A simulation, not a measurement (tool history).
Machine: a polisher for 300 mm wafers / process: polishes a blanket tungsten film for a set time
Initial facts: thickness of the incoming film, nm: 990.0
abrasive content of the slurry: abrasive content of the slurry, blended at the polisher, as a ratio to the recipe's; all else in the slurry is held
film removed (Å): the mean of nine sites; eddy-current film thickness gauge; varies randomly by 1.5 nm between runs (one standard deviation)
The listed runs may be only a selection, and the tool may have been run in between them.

run  hour  flow of slurry (ml/min)  pressure of the wafer on the pad (kPa)  speed of the pad under the wafer (cm/s)  abrasive content of the slurry  polishing time (s)  film removed (Å)
  1   0.0                      260                                    26.2                                       98                            1.00                  54           2005.10
  2   0.8                      260                                    22.8                                       98                            1.00                  54           1782.40
  3   8.8                      260                                    20.0                                       98                            1.00                  54           1602.10
  4  17.7                      260                                    18.6                                       98                            1.00                  54           1564.90
  5  24.4                      260                                    18.6                                       98                            1.10                  54           1591.50
  6  32.3                      260                                    18.6                                      108                            1.10                  54           1724.10
  7  34.4                      260                                    18.6                                      108                            1.10                  54           1738.00
     35.5  -- worn pad replaced by a new one
  8  35.5                      260                                    16.5                                      106                            1.10                  54           1710.80

Expected results for the next run?
  9  36.8                      260                                    11.7                                       80                            1.05                  53                 ?

film removed (Å): 973.24
